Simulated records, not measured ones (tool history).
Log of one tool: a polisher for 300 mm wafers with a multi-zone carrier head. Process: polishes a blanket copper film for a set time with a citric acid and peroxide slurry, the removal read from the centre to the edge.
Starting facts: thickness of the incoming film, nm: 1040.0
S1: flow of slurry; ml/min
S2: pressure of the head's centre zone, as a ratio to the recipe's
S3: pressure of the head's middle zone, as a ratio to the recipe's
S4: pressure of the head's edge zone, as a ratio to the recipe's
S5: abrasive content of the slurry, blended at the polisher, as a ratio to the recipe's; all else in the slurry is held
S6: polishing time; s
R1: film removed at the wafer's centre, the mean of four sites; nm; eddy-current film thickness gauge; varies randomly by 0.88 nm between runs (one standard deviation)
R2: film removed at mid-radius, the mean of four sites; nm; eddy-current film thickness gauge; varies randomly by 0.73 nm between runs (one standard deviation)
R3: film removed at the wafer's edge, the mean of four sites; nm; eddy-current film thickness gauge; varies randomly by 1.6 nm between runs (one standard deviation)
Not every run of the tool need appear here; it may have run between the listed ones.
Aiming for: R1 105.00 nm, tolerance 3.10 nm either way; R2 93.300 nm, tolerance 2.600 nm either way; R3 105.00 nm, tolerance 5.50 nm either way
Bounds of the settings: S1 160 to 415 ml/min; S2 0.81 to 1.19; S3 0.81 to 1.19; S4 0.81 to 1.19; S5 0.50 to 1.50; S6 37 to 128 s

run  hour   S1    S2    S3    S4    S5  S6      R1       R2      R3
  1   0.0  265  1.00  1.00  1.00  1.00  82  177.03  179.670  175.11
  2   3.6  265  1.00  1.00  1.00  0.90  82  172.83  177.740  173.18
  3   5.3  260  1.00  0.98  1.00  0.85  78  165.70  165.980  169.83
  4  11.6  255  1.00  0.97  0.99  0.85  74  155.29  154.160  152.91
  5  15.5  255  1.00  0.97  0.99  0.85  53  111.12  110.910  109.40
  6  22.6  255  0.91  0.97  0.99  0.85  53  102.66  111.850  113.27
  7  25.7  250  0.92  0.95  0.98  0.85  53  102.08  107.340  111.23
  8  26.8  245  0.93  0.94  0.98  0.85  53  103.04  107.420  110.37
  9  33.4  240  0.94  0.93  0.98  0.85  53  105.23  107.110  110.47
 10  41.2  240  0.94  0.92  0.98  0.85  53  103.49  107.620  111.92
 11  49.9  245  0.95  0.91  0.98  0.80  53  102.60  104.570  111.63
 12  55.9  245  0.96  0.90  0.97  0.80  53  106.43  103.270  105.62
 13  62.0  245  0.96  0.89  0.98  0.80  53  105.40  101.090  109.25
 14  66.2  245  0.96  0.88  0.98  0.80  53  105.22  100.530  112.66
 15  67.1  245  0.96  0.87  0.97  0.80  53  104.26  100.420  109.67
 16  70.5  245  0.96  0.86  0.97  0.80  53  104.17  100.190  109.19
 17  71.3  245  0.96  0.85  0.97  0.80  53  104.50   99.318  109.98

5 next moves are on the table. One of them brings every result within its allowed miss. Which?
  A  72.1  220  1.01  0.85  0.98  0.75  51   ?   ?   ?
  B  72.1  280  0.99  0.98  0.87  1.00  50   ?   ?   ?
  C  72.1  210  1.02  1.00  0.87  0.75  51   ?   ?   ?
  D  72.1  240  0.94  0.86  0.96  0.50  57   ?   ?   ?
  E  72.1  305  0.93  0.92  0.96  0.50  56   ?   ?   ?

move      R1       R2      R3
   A  103.46   93.256  104.32
   B  106.69  110.060  102.65
   C  103.98  106.210   98.11
   D  103.35  101.040  110.52
   E  103.13  107.450  110.44
A: each result inside its tolerance
B: further off than the last run
C: further off than the last run
D: further off than the last run
E: further off than the last run
Go with A: it meets all targets.
